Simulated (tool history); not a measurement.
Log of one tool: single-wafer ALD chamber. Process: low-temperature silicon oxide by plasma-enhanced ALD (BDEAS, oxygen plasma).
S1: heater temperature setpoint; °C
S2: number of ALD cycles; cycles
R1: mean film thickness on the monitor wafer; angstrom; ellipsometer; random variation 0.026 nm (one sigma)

| run | hour | S1 | S2 | R1 |
|---|---|---|---|---|
| 1 | 0 | 110 | 43 | 62.432 |
| 2 | 6.8 | 106 | 43 | 62.654 |
| 3 | 10.5 | 110 | 43 | 62.149 |
| 4 | 12.5 | 111 | 42 | 60.944 |
| 5 | 14.2 | 103 | 42 | 61.941 |
| 6 | 16.3 | 107 | 42 | 61.519 |
| 7 | 19.5 | 108 | 41 | 60.098 |
| 8 | 27.9 | 109 | 40 | 57.962 |
| 9 | 30.2 | 110 | 40 | 58.477 |

The next listed run, before its measurement:
| 10 | 38.3 | 111 | 39 | ? |

R1: 56.723 angstrom
